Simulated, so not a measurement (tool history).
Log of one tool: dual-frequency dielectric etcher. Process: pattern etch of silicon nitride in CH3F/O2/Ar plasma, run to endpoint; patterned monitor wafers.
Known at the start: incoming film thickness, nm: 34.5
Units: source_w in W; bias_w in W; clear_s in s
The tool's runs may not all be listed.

run,hour,source_w,bias_w,clear_s
1,0,480,97,43.778
2,3.8,450,95,45.684
3,12.5,450,106,43.78
4,13.3,430,105,45.689
5,18.7,480,105,42.813
6,21,550,105,39.789
7,29.3,510,103,41.843
8,30,480,101,42.93
9,35.8,380,89,52.001
10,38.4,390,89,51.195
11,40.6,400,89,50.404

Run 12 comes next. What will it give?
12,45.2,400,89,?

{"run 12": {"clear_s": 50.529}}
